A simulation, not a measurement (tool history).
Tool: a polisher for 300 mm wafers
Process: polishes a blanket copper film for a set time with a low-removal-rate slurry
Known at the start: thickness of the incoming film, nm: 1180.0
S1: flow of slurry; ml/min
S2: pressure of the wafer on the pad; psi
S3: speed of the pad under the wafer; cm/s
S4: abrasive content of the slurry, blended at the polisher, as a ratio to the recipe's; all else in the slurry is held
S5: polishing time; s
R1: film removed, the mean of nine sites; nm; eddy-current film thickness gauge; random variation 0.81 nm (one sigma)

run 1 hour=0 | S1=150 S2=3.1 S3=140 S4=1 S5=47 | R1=187.46
run 2 hour=6.5 | S1=150 S2=3.1 S3=140 S4=1 S5=41 | R1=162
run 3 hour=14.3 | S1=165 S2=3.1 S3=140 S4=1 S5=41 | R1=164.29
run 4 hour=18.7 | S1=165 S2=3 S3=140 S4=1 S5=41 | R1=159.43
run 5 hour=23.2 | S1=185 S2=3 S3=140 S4=1 S5=41 | R1=159.87
run 6 hour=30 | S1=185 S2=3.5 S3=140 S4=1 S5=41 | R1=188.61
run 7 hour=33.8 | S1=185 S2=3.3 S3=140 S4=1 S5=41 | R1=178.32
run 8 hour=41.8 | S1=185 S2=3.1 S3=140 S4=1 S5=41 | R1=170.24
run 9 hour=43.1 | S1=180 S2=2.9 S3=140 S4=1 S5=41 | R1=156.43
run 10 hour=46.1 | S1=180 S2=2.8 S3=140 S4=1 S5=41 | R1=153.6
run 11 hour=47.3 | S1=180 S2=2.7 S3=140 S4=1 S5=41 | R1=147.49

Forecast run 12:
run 12 hour=55.2 | S1=140 S2=1.8 S3=140 S4=1 S5=41 | R1=?

R1: 95.828 nm
